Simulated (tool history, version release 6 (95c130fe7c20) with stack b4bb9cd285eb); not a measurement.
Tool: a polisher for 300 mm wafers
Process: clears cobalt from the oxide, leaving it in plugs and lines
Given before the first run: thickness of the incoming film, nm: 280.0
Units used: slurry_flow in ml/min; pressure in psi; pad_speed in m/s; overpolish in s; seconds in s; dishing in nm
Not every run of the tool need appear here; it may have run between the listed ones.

{"run": 1, "hour": 0.0, "slurry_flow": 180, "pressure": 2.4, "pad_speed": 1.28, "overpolish": 19, "seconds": 32.495, "dishing": 88.298}
{"run": 2, "hour": 3.1, "slurry_flow": 160, "pressure": 2.4, "pad_speed": 1.28, "overpolish": 19, "seconds": 32.608, "dishing": 85.408}
{"run": 3, "hour": 8.5, "slurry_flow": 160, "pressure": 2.4, "pad_speed": 1.28, "overpolish": 23, "seconds": 32.417, "dishing": 89.517}
{"run": 4, "hour": 15.9, "slurry_flow": 160, "pressure": 2.5, "pad_speed": 1.28, "overpolish": 23, "seconds": 31.782, "dishing": 92.767}
{"run": 5, "hour": 19.7, "slurry_flow": 160, "pressure": 2.5, "pad_speed": 1.28, "overpolish": 26, "seconds": 31.201, "dishing": 93.258}
{"run": 6, "hour": 27.3, "slurry_flow": 160, "pressure": 2.6, "pad_speed": 1.28, "overpolish": 25, "seconds": 31.701, "dishing": 92.581}
{"run": 7, "hour": 31.0, "slurry_flow": 160, "pressure": 2.7, "pad_speed": 1.3, "overpolish": 25, "seconds": 29.564, "dishing": 91.794}
{"run": 8, "hour": 34.3, "slurry_flow": 160, "pressure": 2.7, "pad_speed": 1.3, "overpolish": 25, "seconds": 29.357, "dishing": 96.667}
{"run": 9, "hour": 40.5, "slurry_flow": 160, "pressure": 2.8, "pad_speed": 1.3, "overpolish": 24, "seconds": 29.131, "dishing": 95.221}
{"run": 10, "hour": 46.6, "slurry_flow": 160, "pressure": 2.9, "pad_speed": 1.32, "overpolish": 23, "seconds": 27.008, "dishing": 95.246}
{"run": 11, "hour": 55.4, "slurry_flow": 160, "pressure": 2.9, "pad_speed": 1.32, "overpolish": 23, "seconds": 27.533, "dishing": 93.509}
{"run": 12, "hour": 58.0, "slurry_flow": 160, "pressure": 3.0, "pad_speed": 1.32, "overpolish": 23, "seconds": 26.336, "dishing": 95.076}
{"run": 13, "hour": 62.2, "slurry_flow": 160, "pressure": 3.1, "pad_speed": 1.32, "overpolish": 23, "seconds": 25.73, "dishing": 94.851}

What does the tool deliver on the next run?
{"run": 14, "hour": 70.2, "slurry_flow": 165, "pressure": 3.3, "pad_speed": 1.34, "overpolish": 24, "seconds": "?", "dishing": "?"}

Run 14 gave seconds 24.088 s, dishing 99.236 nm.

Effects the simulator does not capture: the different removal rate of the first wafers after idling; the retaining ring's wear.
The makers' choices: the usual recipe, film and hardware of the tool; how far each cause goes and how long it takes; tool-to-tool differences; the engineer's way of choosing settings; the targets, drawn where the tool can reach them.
